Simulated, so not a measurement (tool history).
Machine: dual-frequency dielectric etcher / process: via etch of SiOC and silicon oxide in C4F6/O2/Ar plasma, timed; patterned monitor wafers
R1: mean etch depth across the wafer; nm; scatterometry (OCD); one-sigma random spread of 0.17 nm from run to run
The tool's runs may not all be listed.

run 1 day=0 | source_power_(kW)=0.39 bias_power_(kW)=0.178 etch_time_(s)=62 | R1=68.612
run 2 day=0.329 | source_power_(kW)=0.36 bias_power_(kW)=0.178 etch_time_(s)=62 | R1=67.277
run 3 day=0.683 | source_power_(kW)=0.41 bias_power_(kW)=0.178 etch_time_(s)=62 | R1=69.612
run 4 day=0.854 | source_power_(kW)=0.37 bias_power_(kW)=0.178 etch_time_(s)=62 | R1=67.973
run 5 day=0.983 | source_power_(kW)=0.37 bias_power_(kW)=0.178 etch_time_(s)=62 | R1=67.656
run 6 day=1.117 | source_power_(kW)=0.34 bias_power_(kW)=0.172 etch_time_(s)=62 | R1=65.279
run 7 day=1.454 | source_power_(kW)=0.31 bias_power_(kW)=0.169 etch_time_(s)=62 | R1=62.703

Run 8 has not been measured yet. What should we expect?
run 8 day=1.642 | source_power_(kW)=0.3 bias_power_(kW)=0.168 etch_time_(s)=62 | R1=?

R1: 62.356 nm
